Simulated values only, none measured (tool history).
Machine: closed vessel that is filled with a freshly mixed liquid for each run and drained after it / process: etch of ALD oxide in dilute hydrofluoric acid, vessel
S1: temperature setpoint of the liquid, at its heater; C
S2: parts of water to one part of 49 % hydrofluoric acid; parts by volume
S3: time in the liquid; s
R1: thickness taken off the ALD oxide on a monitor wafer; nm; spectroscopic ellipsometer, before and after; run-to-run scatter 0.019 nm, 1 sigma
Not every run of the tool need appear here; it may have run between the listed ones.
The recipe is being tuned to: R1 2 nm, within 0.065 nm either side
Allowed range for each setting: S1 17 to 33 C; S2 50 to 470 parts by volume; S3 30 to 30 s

Run 1, hour 0: S1 25 C, S2 260 parts by volume, S3 30 s. Result: R1 2.9702 nm.
Run 2, hour 2.3: S1 25 C, S2 260 parts by volume, S3 30 s. Result: R1 2.9591 nm.
Run 3, hour 4.5: S1 28 C, S2 260 parts by volume, S3 30 s. Result: R1 3.2602 nm.
Run 4, hour 12.1: S1 28 C, S2 355 parts by volume, S3 30 s. Result: R1 2.1938 nm.
Run 5, hour 13.9: S1 26.5 C, S2 355 parts by volume, S3 30 s. Result: R1 2.0506 nm.
Run 6, hour 20.9: S1 26.5 C, S2 410 parts by volume, S3 30 s. Result: R1 1.7005 nm.
Run 7, hour 22.7: S1 27.5 C, S2 410 parts by volume, S3 30 s. Result: R1 1.7699 nm.
Run 8, hour 30.8: S1 27.5 C, S2 410 parts by volume, S3 30 s. Result: R1 1.7246 nm.
Run 9, hour 34.2: S1 28.5 C, S2 410 parts by volume, S3 30 s. Result: R1 1.8129 nm.
Run 10, hour 42.2: S1 29 C, S2 410 parts by volume, S3 30 s. Result: R1 1.8548 nm.
Run 11, hour 43.8: S1 29.5 C, S2 410 parts by volume, S3 30 s. Result: R1 1.8553 nm.
Run 12, hour 52.7: S1 30 C, S2 410 parts by volume, S3 30 s. Result: R1 1.8673 nm.
Run 13, hour 61.6: S1 30.5 C, S2 410 parts by volume, S3 30 s. Result: R1 1.916 nm.

Consider the 4 candidate settings below. Which is the only one whose results all fall within their allowed miss of target?
Run A, hour 70.5: S1 27 C, S2 370 parts by volume, S3 30 s. Result: R1 ?.
Run B, hour 70.5: S1 31 C, S2 440 parts by volume, S3 30 s. Result: R1 ?.
Run C, hour 70.5: S1 30.5 C, S2 425 parts by volume, S3 30 s. Result: R1 ?.
Run D, hour 70.5: S1 30.5 C, S2 430 parts by volume, S3 30 s. Result: R1 ?.

move      R1
   A  1.9856
   B  1.7622
   C  1.8245
   D  1.7944
A: hits every target within its allowed miss
B: the biggest miss grows against the last run
C: the biggest miss grows against the last run
D: the biggest miss grows against the last run
Go with A: it meets all targets.
